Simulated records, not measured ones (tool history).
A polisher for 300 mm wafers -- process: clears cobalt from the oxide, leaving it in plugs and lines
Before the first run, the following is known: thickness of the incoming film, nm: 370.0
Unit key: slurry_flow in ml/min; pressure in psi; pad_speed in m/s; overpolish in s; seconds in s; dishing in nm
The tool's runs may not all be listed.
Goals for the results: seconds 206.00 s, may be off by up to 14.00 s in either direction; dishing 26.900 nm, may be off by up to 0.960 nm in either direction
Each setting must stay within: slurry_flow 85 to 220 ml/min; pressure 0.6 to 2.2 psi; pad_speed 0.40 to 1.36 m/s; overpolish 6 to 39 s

Run 1, day 0.000: slurry_flow 140 ml/min, pressure 1.4 psi, pad_speed 0.88 m/s, overpolish 20 s. Result: seconds 120.03 s, dishing 32.381 nm.
Run 2, day 0.217: slurry_flow 140 ml/min, pressure 1.3 psi, pad_speed 0.88 m/s, overpolish 21 s. Result: seconds 124.94 s, dishing 32.963 nm.
Run 3, day 0.354: slurry_flow 140 ml/min, pressure 1.6 psi, pad_speed 0.88 m/s, overpolish 21 s. Result: seconds 108.70 s, dishing 35.058 nm.
Run 4, day 0.579: slurry_flow 140 ml/min, pressure 1.4 psi, pad_speed 0.88 m/s, overpolish 21 s. Result: seconds 118.38 s, dishing 34.295 nm.
Run 5, day 0.900: slurry_flow 140 ml/min, pressure 1.4 psi, pad_speed 0.88 m/s, overpolish 27 s. Result: seconds 116.78 s, dishing 37.247 nm.
Run 6, day 1.004: slurry_flow 140 ml/min, pressure 1.4 psi, pad_speed 0.88 m/s, overpolish 24 s. Result: seconds 121.26 s, dishing 35.732 nm.
Run 7, day 1.117: slurry_flow 140 ml/min, pressure 1.3 psi, pad_speed 0.86 m/s, overpolish 24 s. Result: seconds 123.40 s, dishing 35.043 nm.
Run 8, day 1.392: slurry_flow 140 ml/min, pressure 1.2 psi, pad_speed 0.82 m/s, overpolish 24 s. Result: seconds 138.00 s, dishing 32.788 nm.
Run 9, day 1.658: slurry_flow 140 ml/min, pressure 1.1 psi, pad_speed 0.80 m/s, overpolish 24 s. Result: seconds 150.30 s, dishing 32.074 nm.
Run 10, day 1.846: slurry_flow 140 ml/min, pressure 1.0 psi, pad_speed 0.80 m/s, overpolish 24 s. Result: seconds 153.06 s, dishing 31.041 nm.
Run 11, day 1.962: slurry_flow 140 ml/min, pressure 0.9 psi, pad_speed 0.78 m/s, overpolish 24 s. Result: seconds 177.66 s, dishing 29.664 nm.
Run 12, day 2.304: slurry_flow 140 ml/min, pressure 0.9 psi, pad_speed 0.78 m/s, overpolish 24 s. Result: seconds 170.05 s, dishing 29.835 nm.

Exactly one of the 5 candidate moves below puts every result within its allowed miss. Which one?
Run A, day 2.646: slurry_flow 175 ml/min, pressure 0.6 psi, pad_speed 0.76 m/s, overpolish 25 s. Result: seconds ?, dishing ?.
Run B, day 2.646: slurry_flow 125 ml/min, pressure 0.7 psi, pad_speed 0.76 m/s, overpolish 30 s. Result: seconds ?, dishing ?.
Run C, day 2.646: slurry_flow 130 ml/min, pressure 0.6 psi, pad_speed 0.76 m/s, overpolish 29 s. Result: seconds ?, dishing ?.
Run D, day 2.646: slurry_flow 115 ml/min, pressure 0.7 psi, pad_speed 0.88 m/s, overpolish 29 s. Result: seconds ?, dishing ?.
Run E, day 2.646: slurry_flow 140 ml/min, pressure 0.8 psi, pad_speed 0.66 m/s, overpolish 37 s. Result: seconds ?, dishing ?.

move  seconds  dishing
   A   204.32   27.510
   B   200.26   31.217
   C   212.19   29.542
   D   175.78   32.935
   E   212.91   34.035
A: hits every target within its allowed miss
B: misses by more than the last run did
C: closes in on the targets versus the last run, not all within tolerance yet
D: misses by more than the last run did
E: misses by more than the last run did
Move A is the one to make.
